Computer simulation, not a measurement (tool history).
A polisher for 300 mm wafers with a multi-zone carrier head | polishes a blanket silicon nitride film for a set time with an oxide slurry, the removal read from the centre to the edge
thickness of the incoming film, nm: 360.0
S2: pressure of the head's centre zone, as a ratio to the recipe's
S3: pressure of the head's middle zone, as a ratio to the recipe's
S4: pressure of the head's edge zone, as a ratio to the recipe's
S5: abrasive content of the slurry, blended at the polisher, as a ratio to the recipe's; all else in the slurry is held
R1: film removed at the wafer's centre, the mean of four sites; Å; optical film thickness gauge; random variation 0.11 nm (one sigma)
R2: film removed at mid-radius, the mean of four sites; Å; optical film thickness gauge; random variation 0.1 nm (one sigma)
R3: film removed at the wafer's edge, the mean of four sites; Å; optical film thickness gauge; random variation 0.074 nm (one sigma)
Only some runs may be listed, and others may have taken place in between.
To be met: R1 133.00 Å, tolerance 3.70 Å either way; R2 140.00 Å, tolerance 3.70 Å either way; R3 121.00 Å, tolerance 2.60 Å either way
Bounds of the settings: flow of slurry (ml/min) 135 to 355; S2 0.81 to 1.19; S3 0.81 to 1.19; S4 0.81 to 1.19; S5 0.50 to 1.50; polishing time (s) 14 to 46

{"run": 1, "hour": 0.0, "flow of slurry (ml/min)": 225, "S2": 1.0, "S3": 1.0, "S4": 1.0, "S5": 1.0, "polishing time (s)": 30, "R1": 183.82, "R2": 188.82, "R3": 189.05}
{"run": 2, "hour": 1.9, "flow of slurry (ml/min)": 170, "S2": 1.0, "S3": 1.0, "S4": 1.0, "S5": 1.0, "polishing time (s)": 30, "R1": 174.06, "R2": 181.73, "R3": 184.55}
{"run": 3, "hour": 4.9, "flow of slurry (ml/min)": 170, "S2": 1.0, "S3": 1.0, "S4": 1.07, "S5": 1.0, "polishing time (s)": 30, "R1": 171.84, "R2": 179.05, "R3": 187.23}
{"run": 4, "hour": 11.8, "flow of slurry (ml/min)": 135, "S2": 1.0, "S3": 1.0, "S4": 1.07, "S5": 1.0, "polishing time (s)": 30, "R1": 166.2, "R2": 171.88, "R3": 181.88}
{"run": 5, "hour": 20.4, "flow of slurry (ml/min)": 145, "S2": 1.02, "S3": 1.02, "S4": 1.03, "S5": 0.9, "polishing time (s)": 29, "R1": 158.72, "R2": 165.64, "R3": 169.7}
{"run": 6, "hour": 26.1, "flow of slurry (ml/min)": 145, "S2": 1.02, "S3": 1.02, "S4": 1.03, "S5": 0.75, "polishing time (s)": 29, "R1": 147.87, "R2": 154.48, "R3": 158.33}
{"run": 7, "hour": 27.7, "flow of slurry (ml/min)": 155, "S2": 1.04, "S3": 1.04, "S4": 0.99, "S5": 0.7, "polishing time (s)": 28, "R1": 144.14, "R2": 150.33, "R3": 147.25}
{"run": 8, "hour": 35.6, "flow of slurry (ml/min)": 160, "S2": 1.05, "S3": 1.05, "S4": 0.96, "S5": 0.65, "polishing time (s)": 28, "R1": 141.26, "R2": 147.44, "R3": 142.7}
{"run": 9, "hour": 39.4, "flow of slurry (ml/min)": 165, "S2": 1.06, "S3": 1.06, "S4": 0.93, "S5": 0.6, "polishing time (s)": 28, "R1": 138.69, "R2": 145.67, "R3": 135.02}
{"run": 10, "hour": 45.6, "flow of slurry (ml/min)": 150, "S2": 1.06, "S3": 1.05, "S4": 0.83, "S5": 0.55, "polishing time (s)": 28, "R1": 132.46, "R2": 136.67, "R3": 123.62}
{"run": 11, "hour": 50.0, "flow of slurry (ml/min)": 150, "S2": 1.06, "S3": 1.05, "S4": 0.83, "S5": 0.55, "polishing time (s)": 28, "R1": 132.5, "R2": 137.77, "R3": 124.08}
{"run": 12, "hour": 56.0, "flow of slurry (ml/min)": 150, "S2": 1.06, "S3": 1.06, "S4": 0.83, "S5": 0.55, "polishing time (s)": 28, "R1": 131.32, "R2": 137.57, "R3": 125.73}
{"run": 13, "hour": 63.5, "flow of slurry (ml/min)": 160, "S2": 1.07, "S3": 1.07, "S4": 0.83, "S5": 0.55, "polishing time (s)": 28, "R1": 134.79, "R2": 142.54, "R3": 124.79}
{"run": 14, "hour": 65.1, "flow of slurry (ml/min)": 155, "S2": 1.08, "S3": 1.07, "S4": 0.82, "S5": 0.55, "polishing time (s)": 28, "R1": 135.91, "R2": 142.63, "R3": 123.06}

Of the 5 settings listed for the next run, only one would bring every result within its allowed miss of target. Which one?
{"run": "A", "hour": 66.7, "flow of slurry (ml/min)": 150, "S2": 1.08, "S3": 1.16, "S4": 0.94, "S5": 0.65, "polishing time (s)": 25, "R1": "?", "R2": "?", "R3": "?"}
{"run": "B", "hour": 66.7, "flow of slurry (ml/min)": 135, "S2": 1.09, "S3": 1.08, "S4": 0.81, "S5": 0.5, "polishing time (s)": 29, "R1": "?", "R2": "?", "R3": "?"}
{"run": "C", "hour": 66.7, "flow of slurry (ml/min)": 175, "S2": 1.19, "S3": 1.09, "S4": 0.89, "S5": 0.6, "polishing time (s)": 26, "R1": "?", "R2": "?", "R3": "?"}
{"run": "D", "hour": 66.7, "flow of slurry (ml/min)": 140, "S2": 1.05, "S3": 1.05, "S4": 0.82, "S5": 0.55, "polishing time (s)": 29, "R1": "?", "R2": "?", "R3": "?"}
{"run": "E", "hour": 66.7, "flow of slurry (ml/min)": 195, "S2": 1.16, "S3": 1.08, "S4": 0.81, "S5": 0.6, "polishing time (s)": 26, "R1": "?", "R2": "?", "R3": "?"}

move=A R1=126.47 R2=143.19 R3=124.66
move=B R1=131.22 R2=139.82 R3=121.54
move=C R1=139.34 R2=141.21 R3=125.42
move=D R1=133.95 R2=142.34 R3=127.06
move=E R1=139.86 R2=142.54 R3=121.77
A: moves away from the targets compared with the last run
B: meets every target
C: moves away from the targets compared with the last run
D: moves away from the targets compared with the last run
E: brings the last run's worst result on target, with another outside its allowed miss
B meets every target.

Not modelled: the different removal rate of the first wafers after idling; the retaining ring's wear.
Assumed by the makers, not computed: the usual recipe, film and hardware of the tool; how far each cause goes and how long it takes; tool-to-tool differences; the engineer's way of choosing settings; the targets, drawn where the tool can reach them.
